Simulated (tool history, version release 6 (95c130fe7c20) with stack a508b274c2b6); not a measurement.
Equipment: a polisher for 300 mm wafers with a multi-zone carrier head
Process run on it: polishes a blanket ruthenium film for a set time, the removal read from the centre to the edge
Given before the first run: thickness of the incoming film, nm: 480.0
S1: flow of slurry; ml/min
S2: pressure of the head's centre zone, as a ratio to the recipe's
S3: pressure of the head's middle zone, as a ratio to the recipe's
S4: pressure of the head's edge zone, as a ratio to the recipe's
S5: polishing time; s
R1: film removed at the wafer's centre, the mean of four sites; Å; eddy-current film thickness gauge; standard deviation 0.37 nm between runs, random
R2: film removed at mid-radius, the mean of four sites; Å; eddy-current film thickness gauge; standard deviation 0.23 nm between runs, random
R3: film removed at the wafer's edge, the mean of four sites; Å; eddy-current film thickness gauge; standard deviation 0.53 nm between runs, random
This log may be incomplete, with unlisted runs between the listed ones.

run 1 day=0 | S1=220 S2=1 S3=1 S4=1 S5=52 | R1=355.29 R2=356.82 R3=352.45
run 2 day=0.171 | S1=220 S2=1 S3=1 S4=1 S5=65 | R1=438.03 R2=442.3 R3=426.14
run 3 day=0.425 | S1=220 S2=1 S3=1 S4=1 S5=53 | R1=348.24 R2=364.95 R3=355.83
run 4 day=0.646 | S1=220 S2=1.06 S3=1 S4=1 S5=53 | R1=379.46 R2=359.29 R3=352.31
run 5 day=0.812 | S1=220 S2=1.06 S3=1 S4=0.97 S5=53 | R1=384.42 R2=361.49 R3=345.93
run 6 day=1.033 | S1=215 S2=1.04 S3=0.98 S4=0.98 S5=53 | R1=374.13 R2=353.98 R3=356.27
run 7 day=1.321 | S1=210 S2=1.02 S3=0.97 S4=0.98 S5=52 | R1=362.75 R2=344.3 R3=346.22
run 8 day=1.35 | S1=205 S2=1 S3=0.96 S4=0.99 S5=52 | R1=350 R2=340.28 R3=349.97
run 9 day=1.458 | S1=200 S2=0.99 S3=0.95 S4=1 S5=52 | R1=345.88 R2=333.82 R3=349.94

What will run 10 give?
run 10 day=1.633 | S1=195 S2=0.98 S3=0.94 S4=1.01 S5=52 | R1=? R2=? R3=?

{"run 10": {"R1": 332.04, "R2": 332.09, "R3": 343.07}}
